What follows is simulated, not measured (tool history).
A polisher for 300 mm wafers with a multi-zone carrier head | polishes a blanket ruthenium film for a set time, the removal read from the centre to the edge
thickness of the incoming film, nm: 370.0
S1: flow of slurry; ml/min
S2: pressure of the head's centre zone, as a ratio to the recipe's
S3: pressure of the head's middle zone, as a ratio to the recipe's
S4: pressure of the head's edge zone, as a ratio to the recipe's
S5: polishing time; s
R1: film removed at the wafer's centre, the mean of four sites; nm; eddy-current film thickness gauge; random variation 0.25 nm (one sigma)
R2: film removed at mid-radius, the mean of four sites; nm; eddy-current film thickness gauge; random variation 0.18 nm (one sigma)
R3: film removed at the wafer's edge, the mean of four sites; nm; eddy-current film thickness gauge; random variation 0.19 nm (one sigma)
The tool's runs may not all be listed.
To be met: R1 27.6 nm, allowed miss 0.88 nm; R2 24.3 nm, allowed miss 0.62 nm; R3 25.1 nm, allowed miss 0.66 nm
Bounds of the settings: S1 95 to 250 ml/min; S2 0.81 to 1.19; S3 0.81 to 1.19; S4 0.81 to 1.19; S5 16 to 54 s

run  hour   S1    S2    S3    S4  S5      R1      R2      R3
  1     0  160     1     1     1  35  23.119  23.915  23.347
  2     2  160     1     1     1  42  27.718  28.462   28.53
  3   7.5  150  1.01  0.98  0.97  42   27.83  27.821  27.683
  4  16.5  125  1.01  0.98  0.97  42  26.289  26.694  26.998
  5  18.6  120  1.03  0.97  0.96  42  26.788  26.307  26.277
  6  20.5  115  1.04  0.96  0.96  42  26.218  25.938  26.307
  7  22.1  115  1.06  0.95  0.95  42  26.532  25.373  25.497
  8  27.4  115  1.07  0.94  0.96  42  27.031  24.961   26.08
  9  31.2  115  1.08  0.94  0.95  42  27.322  25.293  25.943
 10  38.6  115  1.09  0.94  0.95  42   27.68  25.506  25.919

5 next moves are on the table. One of them brings every result within its allowed miss. Which?
  A    46  140  1.08  1.02  0.87  38   ?   ?   ?
  B    46  125  1.09  0.88   0.9  41   ?   ?   ?
  C    46  115  1.16  0.82  1.06  41   ?   ?   ?
  D    46  105   1.1  0.87  0.87  41   ?   ?   ?
  E    46  135  1.02  1.02  0.94  40   ?   ?   ?

move      R1      R2      R3
   A  26.057  25.587  23.362
   B  27.454  24.407  25.137
   C  28.341  22.816  26.765
   D  26.114  23.025    23.9
   E   25.75  26.709  25.328
A: further off than the last run
B: meets every target
C: takes the result that was furthest off past its target
D: takes the result that was furthest off past its target
E: further off than the last run
The right move is B.

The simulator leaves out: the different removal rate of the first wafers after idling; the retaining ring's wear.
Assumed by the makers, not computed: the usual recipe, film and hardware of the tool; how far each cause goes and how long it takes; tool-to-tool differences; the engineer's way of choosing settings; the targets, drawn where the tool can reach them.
